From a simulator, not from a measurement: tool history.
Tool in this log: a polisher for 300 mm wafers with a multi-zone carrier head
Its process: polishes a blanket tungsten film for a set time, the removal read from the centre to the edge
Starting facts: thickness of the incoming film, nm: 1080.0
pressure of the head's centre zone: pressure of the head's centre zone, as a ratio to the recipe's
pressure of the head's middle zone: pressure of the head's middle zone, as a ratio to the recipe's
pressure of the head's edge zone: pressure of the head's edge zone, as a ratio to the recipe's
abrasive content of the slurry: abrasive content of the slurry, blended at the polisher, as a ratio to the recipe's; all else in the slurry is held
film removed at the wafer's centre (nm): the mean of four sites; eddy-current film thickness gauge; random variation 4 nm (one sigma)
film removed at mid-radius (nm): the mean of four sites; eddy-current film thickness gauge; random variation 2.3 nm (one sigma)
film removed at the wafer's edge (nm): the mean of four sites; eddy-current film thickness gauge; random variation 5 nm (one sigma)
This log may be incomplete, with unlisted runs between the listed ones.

run	day	flow of slurry (ml/min)	pressure of the head's centre zone	pressure of the head's middle zone	pressure of the head's edge zone	abrasive content of the slurry	polishing time (s)	film removed at the wafer's centre (nm)	film removed at mid-radius (nm)	film removed at the wafer's edge (nm)
1	0	155	1	1	1	1	49	364.44	358.69	351.21
2	0.354	155	1	1	1.06	1	49	365.07	356.61	367.47
3	0.583	130	1	1	1.06	1	49	343.86	343.87	358.04
4	0.912	130	1	1	0.98	1	49	354.36	339.83	336.53
5	1.054	130	0.97	1.01	0.99	1	49	343.62	343.6	347.41
# day 1.283: centre zone pressure recalibrated
6	1.283	130	0.95	1.03	0.98	0.95	49	308.88	353.63	329.66
7	1.421	130	0.94	1.03	0.99	0.95	49	314.48	344.87	340.72

Estimate the outcome of run 8 from the log above:
8	1.517	130	0.93	1.04	0.99	0.95	49	?	?	?

{"run 8": {"film removed at the wafer's centre (nm)": 304.57, "film removed at mid-radius (nm)": 353.11, "film removed at the wafer's edge (nm)": 338.27}}

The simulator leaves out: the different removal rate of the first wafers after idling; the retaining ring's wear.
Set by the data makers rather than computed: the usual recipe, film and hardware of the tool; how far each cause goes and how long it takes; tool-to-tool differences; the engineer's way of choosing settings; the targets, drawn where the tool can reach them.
